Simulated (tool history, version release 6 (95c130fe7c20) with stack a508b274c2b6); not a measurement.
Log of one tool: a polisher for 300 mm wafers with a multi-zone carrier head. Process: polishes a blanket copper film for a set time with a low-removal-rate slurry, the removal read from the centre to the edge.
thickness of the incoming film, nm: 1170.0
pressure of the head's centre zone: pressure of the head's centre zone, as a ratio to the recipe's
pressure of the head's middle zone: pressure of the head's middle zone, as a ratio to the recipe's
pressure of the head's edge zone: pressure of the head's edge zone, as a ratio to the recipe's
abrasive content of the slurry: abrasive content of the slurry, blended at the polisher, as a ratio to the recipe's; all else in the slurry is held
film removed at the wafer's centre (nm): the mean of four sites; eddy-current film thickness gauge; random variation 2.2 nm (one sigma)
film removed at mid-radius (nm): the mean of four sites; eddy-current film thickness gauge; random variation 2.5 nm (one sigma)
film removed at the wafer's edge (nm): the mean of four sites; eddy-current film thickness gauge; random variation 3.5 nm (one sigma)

| run | hour | flow of slurry (ml/min) | pressure of the head's centre zone | pressure of the head's middle zone | pressure of the head's edge zone | abrasive content of the slurry | polishing time (s) | film removed at the wafer's centre (nm) | film removed at mid-radius (nm) | film removed at the wafer's edge (nm) |
|---|---|---|---|---|---|---|---|---|---|---|
| 1 | 0 | 315 | 1 | 1 | 1 | 1 | 73 | 246.71 | 233.7 | 227.08 |
| 2 | 6.9 | 320 | 1.03 | 0.98 | 1.04 | 1.1 | 74 | 259.96 | 237.02 | 242.07 |
| 3 | 14.7 | 320 | 1.03 | 0.98 | 0.98 | 1.1 | 74 | 263.68 | 237.85 | 235.96 |
| 4 | 19.5 | 320 | 1.03 | 0.98 | 0.98 | 1 | 74 | 256.66 | 230.82 | 226.49 |
| 5 | 28.2 | 330 | 1.06 | 0.96 | 1.01 | 1.1 | 75 | 274.86 | 236.08 | 235.57 |
| 6 | 35.5 | 310 | 1.08 | 0.94 | 1.04 | 1.2 | 77 | 289.41 | 240.97 | 253.85 |
| 7 | 39 | 310 | 1.1 | 0.93 | 1.07 | 1.25 | 78 | 299.18 | 244.66 | 257.64 |
| 8 | 47.4 | 310 | 1.11 | 0.91 | 1.09 | 1.3 | 79 | 310.57 | 249.42 | 271.2 |
| 9 | 50.7 | 325 | 1.12 | 0.9 | 1.11 | 1.35 | 79 | 316.97 | 249.13 | 274.59 |

Run 10 comes next. What will it give?
| 10 | 59.4 | 335 | 1.13 | 0.89 | 1.13 | 1.4 | 79 | ? | ? | ? |

{"run 10": {"film removed at the wafer's centre (nm)": 324.31, "film removed at mid-radius (nm)": 245.38, "film removed at the wafer's edge (nm)": 283.81}}

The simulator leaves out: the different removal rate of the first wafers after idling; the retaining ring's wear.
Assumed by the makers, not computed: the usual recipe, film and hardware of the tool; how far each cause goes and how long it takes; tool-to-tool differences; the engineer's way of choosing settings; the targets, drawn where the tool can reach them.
